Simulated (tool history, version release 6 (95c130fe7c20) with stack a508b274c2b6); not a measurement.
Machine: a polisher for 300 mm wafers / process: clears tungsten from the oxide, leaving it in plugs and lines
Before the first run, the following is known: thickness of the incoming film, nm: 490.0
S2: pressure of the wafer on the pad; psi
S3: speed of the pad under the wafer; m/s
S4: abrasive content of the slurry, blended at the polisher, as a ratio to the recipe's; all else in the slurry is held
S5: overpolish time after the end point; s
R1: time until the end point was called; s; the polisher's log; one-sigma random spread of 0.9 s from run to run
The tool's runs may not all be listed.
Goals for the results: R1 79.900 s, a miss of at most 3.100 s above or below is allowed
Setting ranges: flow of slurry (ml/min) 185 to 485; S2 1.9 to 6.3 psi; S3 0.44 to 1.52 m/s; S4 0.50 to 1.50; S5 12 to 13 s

run 1 hour=0.0 | flow_of_slurry_(ml/min)=310 S2=4.1 S3=0.98 S4=1.00 S5=12 | R1=102.430
run 2 hour=5.3 | flow_of_slurry_(ml/min)=360 S2=4.1 S3=0.98 S4=1.00 S5=12 | R1=99.287
run 3 hour=13.7 | flow_of_slurry_(ml/min)=365 S2=4.4 S3=0.98 S4=1.00 S5=12 | R1=93.072
run 4 hour=22.6 | flow_of_slurry_(ml/min)=365 S2=4.6 S3=0.98 S4=1.00 S5=12 | R1=90.984
run 5 hour=28.6 | flow_of_slurry_(ml/min)=365 S2=4.8 S3=0.98 S4=1.00 S5=12 | R1=86.367
run 6 hour=37.0 | flow_of_slurry_(ml/min)=365 S2=4.8 S3=0.98 S4=1.00 S5=13 | R1=89.499
run 7 hour=40.4 | flow_of_slurry_(ml/min)=365 S2=5.0 S3=0.98 S4=1.00 S5=13 | R1=85.851
run 8 hour=43.3 | flow_of_slurry_(ml/min)=370 S2=5.1 S3=0.98 S4=1.00 S5=13 | R1=82.374

Which of these 5 next moves meets every target?
run A hour=46.2 | flow_of_slurry_(ml/min)=275 S2=5.8 S3=0.88 S4=0.95 S5=13 | R1=?
run B hour=46.2 | flow_of_slurry_(ml/min)=380 S2=5.1 S3=0.94 S4=1.00 S5=12 | R1=?
run C hour=46.2 | flow_of_slurry_(ml/min)=335 S2=5.1 S3=0.98 S4=0.85 S5=13 | R1=?
run D hour=46.2 | flow_of_slurry_(ml/min)=350 S2=5.4 S3=0.92 S4=1.20 S5=13 | R1=?
run E hour=46.2 | flow_of_slurry_(ml/min)=430 S2=4.0 S3=1.16 S4=0.90 S5=13 | R1=?

move=A R1=86.794
move=B R1=86.425
move=C R1=88.464
move=D R1=80.018
move=E R1=87.657
A: further off than the last run
B: further off than the last run
C: further off than the last run
D: in spec on every target
E: further off than the last run
Correct choice: D, which meets every target
